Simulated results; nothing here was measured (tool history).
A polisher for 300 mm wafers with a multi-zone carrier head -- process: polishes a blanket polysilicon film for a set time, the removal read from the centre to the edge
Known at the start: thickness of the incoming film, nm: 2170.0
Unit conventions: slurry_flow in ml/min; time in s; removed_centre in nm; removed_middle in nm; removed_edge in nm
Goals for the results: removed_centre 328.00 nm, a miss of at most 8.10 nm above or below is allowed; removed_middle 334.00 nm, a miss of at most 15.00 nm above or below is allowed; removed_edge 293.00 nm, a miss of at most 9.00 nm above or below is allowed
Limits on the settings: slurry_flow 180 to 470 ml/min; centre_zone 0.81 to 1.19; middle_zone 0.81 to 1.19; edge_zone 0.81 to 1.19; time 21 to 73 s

run,day,slurry_flow,centre_zone,middle_zone,edge_zone,time,removed_centre,removed_middle,removed_edge
1,0.000,300,1.00,1.00,1.00,47,504.80,517.97,499.57
2,0.242,300,1.00,1.06,1.00,47,503.16,530.39,499.14
3,0.308,300,1.00,1.09,1.00,47,504.30,544.78,491.83
4,0.500,300,1.00,1.08,0.98,44,473.72,517.26,467.78
5,0.571,295,1.02,1.08,0.97,41,447.81,467.69,428.38
6,0.796,290,1.02,1.08,0.95,39,421.16,437.12,405.58
7,1.046,290,1.03,1.09,0.93,37,412.09,424.35,382.50
8,1.312,295,1.00,1.05,0.83,25,268.71,280.91,251.13
9,1.629,295,1.01,1.06,0.85,25,273.72,278.90,252.00
10,1.983,295,1.02,1.08,0.87,25,276.70,288.46,250.66
11,2.338,295,1.02,1.08,0.87,25,270.63,280.82,254.60
12,2.538,295,1.03,1.09,0.87,26,285.28,301.45,262.81
13,2.600,295,1.04,1.10,0.89,26,290.18,301.86,268.04
14,2.633,295,1.05,1.11,0.90,26,286.42,303.25,263.52
15,2.900,295,1.06,1.11,0.91,26,296.50,300.52,265.35
16,2.921,295,1.06,1.12,0.92,26,291.64,305.88,271.34
17,3.075,295,1.07,1.13,0.93,26,297.22,315.37,265.40
18,3.392,345,1.09,1.09,1.03,29,338.85,340.39,315.88
19,3.550,345,1.09,1.09,1.03,29,339.97,342.10,314.39

Exactly one of the 5 candidate moves below puts every result within its allowed miss. Which one?
A,3.708,325,1.11,1.09,1.00,29,?,?,?
B,3.708,265,0.94,1.01,1.10,32,?,?,?
C,3.708,340,0.96,1.19,0.95,30,?,?,?
D,3.708,380,1.13,1.16,1.02,27,?,?,?
E,3.708,470,1.08,1.08,1.11,26,?,?,?

move,removed_centre,removed_middle,removed_edge
A,341.43,336.95,310.34
B,319.22,343.77,352.27
C,311.21,377.34,315.10
D,326.85,334.26,293.17
E,306.13,306.57,295.24
A: nearer than the last run, and not there yet
B: lands further from the targets than the last run did
C: lands further from the targets than the last run did
D: meets every target
E: corrects the largest miss of the last run, while another result sits out of spec
D meets every target.
